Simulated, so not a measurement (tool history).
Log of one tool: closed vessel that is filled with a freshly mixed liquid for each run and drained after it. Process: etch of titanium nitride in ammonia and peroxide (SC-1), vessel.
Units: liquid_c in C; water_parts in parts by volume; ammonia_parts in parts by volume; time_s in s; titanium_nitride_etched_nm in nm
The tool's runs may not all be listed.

run,hour,liquid_c,water_parts,ammonia_parts,time_s,titanium_nitride_etched_nm
1,0,47,6.5,0.85,280,35.515
2,8.9,51.5,6.5,0.85,280,48.475
3,14.9,45,6.5,0.85,280,30.526
4,21.1,45,6.5,0.85,280,30.586
5,22.3,48.5,6.5,0.85,280,39.38
6,23.6,50,6.5,0.85,280,43.492

Run 7 comes next. What will it give?
# hour 25.8: new drum of ammonia solution connected
7,25.8,51,6.5,0.85,280,?

Run 7 gave titanium_nitride_etched_nm 46.693 nm.

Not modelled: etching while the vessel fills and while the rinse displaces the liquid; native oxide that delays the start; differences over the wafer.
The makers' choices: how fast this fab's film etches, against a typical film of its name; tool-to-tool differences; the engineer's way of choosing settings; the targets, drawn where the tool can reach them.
